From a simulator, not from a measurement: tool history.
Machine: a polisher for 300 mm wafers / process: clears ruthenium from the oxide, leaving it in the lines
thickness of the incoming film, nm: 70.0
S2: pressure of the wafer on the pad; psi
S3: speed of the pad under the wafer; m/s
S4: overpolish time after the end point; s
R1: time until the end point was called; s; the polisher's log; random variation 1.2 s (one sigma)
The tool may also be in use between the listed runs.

Run 1, day 0: flow of slurry (ml/min) 315, S2 1.4 psi, S3 0.98 m/s, S4 8 s. Result: R1 109.02 s.
Run 2, day 0.308: flow of slurry (ml/min) 250, S2 1.4 psi, S3 0.98 m/s, S4 8 s. Result: R1 110.63 s.
Run 3, day 0.633: flow of slurry (ml/min) 250, S2 1.5 psi, S3 0.98 m/s, S4 8 s. Result: R1 103.37 s.
Run 4, day 0.908: flow of slurry (ml/min) 300, S2 1.5 psi, S3 0.98 m/s, S4 8 s. Result: R1 99.22 s.
Run 5, day 1.204: flow of slurry (ml/min) 300, S2 1.6 psi, S3 0.98 m/s, S4 8 s. Result: R1 95.878 s.
Run 6, day 1.542: flow of slurry (ml/min) 300, S2 1.6 psi, S3 0.98 m/s, S4 8 s. Result: R1 94.397 s.

What does the tool deliver on the next run?
Run 7, day 1.583: flow of slurry (ml/min) 300, S2 1.7 psi, S3 0.98 m/s, S4 8 s. Result: R1 ?.

For run 7 the tool returned R1 89.677 s.
